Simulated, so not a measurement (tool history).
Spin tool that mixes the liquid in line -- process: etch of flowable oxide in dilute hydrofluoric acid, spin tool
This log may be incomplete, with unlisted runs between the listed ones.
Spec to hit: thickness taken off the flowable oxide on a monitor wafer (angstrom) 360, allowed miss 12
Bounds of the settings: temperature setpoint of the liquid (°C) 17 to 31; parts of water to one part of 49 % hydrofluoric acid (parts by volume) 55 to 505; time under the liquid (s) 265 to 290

run	hour	temperature setpoint of the liquid (°C)	parts of water to one part of 49 % hydrofluoric acid (parts by volume)	time under the liquid (s)	thickness taken off the flowable oxide on a monitor wafer (angstrom)
1	0	23	280	265	179.78
2	7	23	220	265	240.13
3	9.3	23	320	265	149.79
4	13.7	25	275	265	194
# hour 17.7: thermometer replaced
5	17.7	26.5	240	265	229.58
6	19	26.5	240	290	252.59
7	21	27	215	290	290.76
8	21.7	27.5	200	290	328.71

Of the 5 settings listed for the next run, only one would bring every result within its allowed miss of target. Which one?
A	22.4	29	210	290	?
B	22.4	25	180	290	?
C	22.4	28.5	200	290	?
D	22.4	26	170	280	?
E	22.4	27.5	185	265	?

move	thickness taken off the flowable oxide on a monitor wafer (angstrom)
A	327.04
B	342.22
C	341.48
D	367.22
E	331.41
A: further off than the last run
B: nearer than the last run, and not there yet
C: nearer than the last run, and not there yet
D: meets every target
E: nearer than the last run, and not there yet
So the answer is move D, the one that meets all the targets.

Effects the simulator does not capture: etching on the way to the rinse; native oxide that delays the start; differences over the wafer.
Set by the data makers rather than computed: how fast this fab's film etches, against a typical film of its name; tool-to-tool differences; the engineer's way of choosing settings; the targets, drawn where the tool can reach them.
